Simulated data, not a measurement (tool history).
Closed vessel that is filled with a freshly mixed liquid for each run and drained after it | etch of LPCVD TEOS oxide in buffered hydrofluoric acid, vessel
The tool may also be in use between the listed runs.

run	hour	temperature setpoint of the liquid (K)	parts of 40 % ammonium fluoride to one part of 49 % hydrofluoric acid (parts by volume)	time in the liquid (s)	thickness taken off the LPCVD TEOS oxide on a monitor wafer (Å)
1	0.0	295.15	17.0	85	712.66
2	3.9	295.15	12.5	85	951.56
3	10.8	295.15	7.5	85	1570.90
4	12.1	295.15	7.5	95	1683.20
5	19.9	291.65	7.5	95	1419.70
6	28.6	291.65	7.5	95	1411.90
7	29.8	290.15	11.5	95	872.43
8	33.9	290.65	11.5	95	893.72

For run 9, what comes out?
9	38.4	294.15	11.0	95	?

Run 9 gave thickness taken off the LPCVD TEOS oxide on a monitor wafer (Å) 1122.40.
